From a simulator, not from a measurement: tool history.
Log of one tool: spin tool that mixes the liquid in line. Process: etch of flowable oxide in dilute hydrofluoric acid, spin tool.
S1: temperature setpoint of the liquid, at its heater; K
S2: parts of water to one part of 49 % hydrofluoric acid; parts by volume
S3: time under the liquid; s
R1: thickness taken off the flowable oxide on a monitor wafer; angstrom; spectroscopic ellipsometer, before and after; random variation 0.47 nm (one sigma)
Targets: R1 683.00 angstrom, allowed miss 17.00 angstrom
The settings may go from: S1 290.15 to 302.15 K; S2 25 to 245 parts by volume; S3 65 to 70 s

run 1 hour=0.0 | S1=294.15 S2=135 S3=65 | R1=222.58
run 2 hour=2.4 | S1=297.65 S2=135 S3=65 | R1=251.22
run 3 hour=4.5 | S1=299.15 S2=100 S3=65 | R1=376.91
run 4 hour=9.8 | S1=301.15 S2=100 S3=65 | R1=407.02
run 5 hour=16.2 | S1=301.65 S2=85 S3=65 | R1=501.14
run 6 hour=23.2 | S1=301.65 S2=85 S3=65 | R1=495.34
run 7 hour=24.8 | S1=301.65 S2=75 S3=65 | R1=562.44
run 8 hour=33.6 | S1=301.65 S2=70 S3=65 | R1=620.23

Which of these 5 next moves meets every target?
run A hour=42.4 | S1=301.15 S2=70 S3=70 | R1=?
run B hour=42.4 | S1=302.15 S2=65 S3=70 | R1=?
run C hour=42.4 | S1=299.65 S2=60 S3=70 | R1=?
run D hour=42.4 | S1=301.15 S2=75 S3=65 | R1=?
run E hour=42.4 | S1=302.15 S2=70 S3=70 | R1=?

move=A R1=656.77
move=B R1=740.81
move=C R1=732.26
move=D R1=565.20
move=E R1=682.89
A: nearer than the last run, and not there yet
B: takes the result that was furthest off past its target
C: takes the result that was furthest off past its target
D: further off than the last run
E: meets every target
Answer: E
